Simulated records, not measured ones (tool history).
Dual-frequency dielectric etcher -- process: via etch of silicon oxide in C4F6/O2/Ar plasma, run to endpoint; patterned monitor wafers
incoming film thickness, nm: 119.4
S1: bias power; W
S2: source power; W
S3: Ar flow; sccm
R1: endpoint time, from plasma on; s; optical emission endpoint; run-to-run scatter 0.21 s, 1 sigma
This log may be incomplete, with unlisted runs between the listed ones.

run 1 hour=0.0 | S1=495 S2=350 S3=246 | R1=28.458
run 2 hour=5.2 | S1=409 S2=350 S3=246 | R1=30.467
run 3 hour=6.6 | S1=409 S2=350 S3=225 | R1=29.750
run 4 hour=15.2 | S1=381 S2=330 S3=228 | R1=31.096
run 5 hour=19.0 | S1=381 S2=330 S3=265 | R1=32.216
run 6 hour=24.5 | S1=364 S2=330 S3=265 | R1=32.448
run 7 hour=25.0 | S1=349 S2=330 S3=265 | R1=32.852
run 8 hour=30.1 | S1=339 S2=330 S3=265 | R1=33.382

Run 9, settings as shown, results not yet in. Your forecast:
run 9 hour=33.2 | S1=334 S2=330 S3=265 | R1=?

For run 9 the tool returned R1 32.943 s.
